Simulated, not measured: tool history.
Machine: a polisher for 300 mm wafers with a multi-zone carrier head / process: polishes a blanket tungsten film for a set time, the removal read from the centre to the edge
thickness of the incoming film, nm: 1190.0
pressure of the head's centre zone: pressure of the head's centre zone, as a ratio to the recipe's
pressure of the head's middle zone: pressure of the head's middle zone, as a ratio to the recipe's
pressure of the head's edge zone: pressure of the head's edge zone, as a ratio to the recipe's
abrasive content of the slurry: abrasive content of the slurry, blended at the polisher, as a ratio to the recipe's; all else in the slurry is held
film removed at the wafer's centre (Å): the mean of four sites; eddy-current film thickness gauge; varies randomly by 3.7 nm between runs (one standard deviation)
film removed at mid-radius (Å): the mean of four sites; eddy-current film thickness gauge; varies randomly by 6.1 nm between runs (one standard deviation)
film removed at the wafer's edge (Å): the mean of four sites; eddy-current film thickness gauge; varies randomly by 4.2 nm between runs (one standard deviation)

run,hour,flow of slurry (ml/min),pressure of the head's centre zone,pressure of the head's middle zone,pressure of the head's edge zone,abrasive content of the slurry,polishing time (s),film removed at the wafer's centre (Å),film removed at mid-radius (Å),film removed at the wafer's edge (Å)
1,0.0,125,1.00,1.00,1.00,1.00,85,3417.7,3513.6,3544.5
2,0.5,130,1.02,0.99,1.03,1.10,86,3634.4,3610.7,3647.8
3,2.3,160,1.02,0.99,1.03,1.10,86,3785.2,3734.3,3748.4
4,11.3,160,1.03,0.97,1.05,1.15,88,3997.9,3719.3,4013.6
5,15.3,160,0.97,0.97,1.05,1.15,88,3800.5,3797.2,3964.7
6,19.0,160,0.97,0.97,1.05,1.30,88,3796.1,3782.7,3957.3

Estimate the outcome of run 7 from the log above:
7,19.7,165,0.99,0.97,1.07,1.30,89,?,?,?

film removed at the wafer's centre (Å): 3972.1
film removed at mid-radius (Å): 3924.1
film removed at the wafer's edge (Å): 4149.6
